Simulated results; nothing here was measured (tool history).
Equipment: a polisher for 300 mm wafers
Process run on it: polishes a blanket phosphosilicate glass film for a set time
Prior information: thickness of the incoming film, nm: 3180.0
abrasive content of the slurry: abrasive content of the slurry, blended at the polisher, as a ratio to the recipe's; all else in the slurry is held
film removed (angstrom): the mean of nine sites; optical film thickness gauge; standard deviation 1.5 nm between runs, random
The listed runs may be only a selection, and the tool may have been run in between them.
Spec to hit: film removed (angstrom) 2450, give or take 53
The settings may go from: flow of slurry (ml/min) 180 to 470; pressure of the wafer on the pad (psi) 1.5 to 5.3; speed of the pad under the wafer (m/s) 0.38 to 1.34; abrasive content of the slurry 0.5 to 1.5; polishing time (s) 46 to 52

| run | hour | flow of slurry (ml/min) | pressure of the wafer on the pad (psi) | speed of the pad under the wafer (m/s) | abrasive content of the slurry | polishing time (s) | film removed (angstrom) |
|---|---|---|---|---|---|---|---|
| 1 | 0 | 300 | 3.4 | 0.86 | 1 | 52 | 4928.1 |
| 2 | 2.6 | 300 | 3.4 | 0.96 | 1 | 52 | 5315.5 |
| 3 | 5.6 | 300 | 3.4 | 0.96 | 0.8 | 52 | 4938.3 |
| 4 | 11.1 | 300 | 3.1 | 0.96 | 0.8 | 52 | 4576.8 |
| 5 | 14.6 | 295 | 2.8 | 0.92 | 0.8 | 52 | 4093.8 |
| 6 | 16.6 | 295 | 2.8 | 0.92 | 0.8 | 52 | 4084 |
| 7 | 24 | 275 | 1.8 | 0.76 | 0.8 | 52 | 2544.3 |
| 8 | 25.2 | 270 | 1.8 | 0.76 | 0.8 | 52 | 2578.5 |
| 9 | 29.8 | 270 | 1.8 | 0.76 | 0.8 | 52 | 2549.6 |
| 10 | 35.4 | 265 | 1.8 | 0.76 | 0.8 | 52 | 2551.2 |
| 11 | 40.3 | 260 | 1.8 | 0.76 | 0.8 | 52 | 2559.8 |

Pick the move, out of 5, that brings all results within their allowed miss; only one does.
| A | 45.2 | 285 | 2 | 0.86 | 0.7 | 49 | ? |
| B | 45.2 | 230 | 1.6 | 0.86 | 0.95 | 50 | ? |
| C | 45.2 | 310 | 2.2 | 0.92 | 0.5 | 46 | ? |
| D | 45.2 | 255 | 1.8 | 1 | 0.6 | 51 | ? |
| E | 45.2 | 225 | 2.4 | 0.62 | 0.7 | 52 | ? |

| move | film removed (angstrom) |
|---|---|
| A | 2748 |
| B | 2652.4 |
| C | 2580.9 |
| D | 2806.7 |
| E | 2485.2 |
A: the biggest miss grows against the last run
B: the biggest miss grows against the last run
C: the biggest miss grows against the last run
D: the biggest miss grows against the last run
E: every result within its allowed miss
So the answer is move E, the one that meets all the targets.
